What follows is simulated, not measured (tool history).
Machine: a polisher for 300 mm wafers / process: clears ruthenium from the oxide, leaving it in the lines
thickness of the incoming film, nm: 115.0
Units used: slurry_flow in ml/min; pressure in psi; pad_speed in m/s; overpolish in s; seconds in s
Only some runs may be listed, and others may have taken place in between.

run,hour,slurry_flow,pressure,pad_speed,overpolish,seconds
1,0.0,205,2.4,0.86,6,97.210
2,6.4,205,1.9,0.86,6,120.900
3,12.6,205,2.1,0.88,6,108.440
4,14.4,175,2.1,0.88,6,110.130
5,21.4,175,2.2,0.88,6,104.500
# hour 23.0: slurry nozzle cleaned
6,23.0,175,2.3,0.88,6,97.475
7,29.2,175,2.9,0.92,6,72.095

Forecast run 8:
8,35.0,175,3.0,0.92,6,?

seconds: 72.215 s
